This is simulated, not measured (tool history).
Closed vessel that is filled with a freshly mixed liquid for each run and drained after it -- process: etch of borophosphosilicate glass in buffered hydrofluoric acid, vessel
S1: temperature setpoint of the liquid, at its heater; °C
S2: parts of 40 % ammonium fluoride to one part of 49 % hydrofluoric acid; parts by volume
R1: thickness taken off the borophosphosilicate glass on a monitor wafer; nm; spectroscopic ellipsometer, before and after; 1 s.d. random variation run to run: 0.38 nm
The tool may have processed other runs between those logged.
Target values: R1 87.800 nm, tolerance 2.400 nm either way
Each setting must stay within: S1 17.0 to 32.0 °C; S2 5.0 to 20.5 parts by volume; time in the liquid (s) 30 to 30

Run 1, hour 0.0: S1 24.0 °C, S2 12.5 parts by volume, time in the liquid (s) 30. Result: R1 37.722 nm.
Run 2, hour 2.9: S1 24.0 °C, S2 14.0 parts by volume, time in the liquid (s) 30. Result: R1 33.871 nm.
Run 3, hour 3.9: S1 23.0 °C, S2 14.0 parts by volume, time in the liquid (s) 30. Result: R1 32.315 nm.
Run 4, hour 6.6: S1 23.0 °C, S2 14.0 parts by volume, time in the liquid (s) 30. Result: R1 32.401 nm.
Run 5, hour 10.8: S1 23.0 °C, S2 14.0 parts by volume, time in the liquid (s) 30. Result: R1 32.350 nm.
Run 6, hour 14.9: S1 24.5 °C, S2 13.0 parts by volume, time in the liquid (s) 30. Result: R1 37.782 nm.
Run 7, hour 23.2: S1 28.5 °C, S2 9.0 parts by volume, time in the liquid (s) 30. Result: R1 64.307 nm.
At hour 30.9: thermometer replaced.
Run 8, hour 30.9: S1 29.0 °C, S2 9.0 parts by volume, time in the liquid (s) 30. Result: R1 72.382 nm.
Run 9, hour 38.0: S1 29.5 °C, S2 9.0 parts by volume, time in the liquid (s) 30. Result: R1 74.285 nm.
Run 10, hour 45.5: S1 30.0 °C, S2 9.0 parts by volume, time in the liquid (s) 30. Result: R1 76.092 nm.
Run 11, hour 52.6: S1 30.5 °C, S2 9.0 parts by volume, time in the liquid (s) 30. Result: R1 77.993 nm.

Which one of the following 4 next-run settings gets every result inside its allowed miss? There is exactly one.
Run A, hour 59.7: S1 32.0 °C, S2 8.0 parts by volume, time in the liquid (s) 30. Result: R1 ?.
Run B, hour 59.7: S1 29.0 °C, S2 7.5 parts by volume, time in the liquid (s) 30. Result: R1 ?.
Run C, hour 59.7: S1 28.0 °C, S2 7.5 parts by volume, time in the liquid (s) 30. Result: R1 ?.
Run D, hour 59.7: S1 29.0 °C, S2 8.0 parts by volume, time in the liquid (s) 30. Result: R1 ?.

move      R1
   A  95.636
   B  87.876
   C  83.399
   D  81.899
A: takes the result that was furthest off past its target
B: meets every target
C: better than the last run, though not everything is in spec
D: better than the last run, though not everything is in spec
Correct choice: B, which meets every target

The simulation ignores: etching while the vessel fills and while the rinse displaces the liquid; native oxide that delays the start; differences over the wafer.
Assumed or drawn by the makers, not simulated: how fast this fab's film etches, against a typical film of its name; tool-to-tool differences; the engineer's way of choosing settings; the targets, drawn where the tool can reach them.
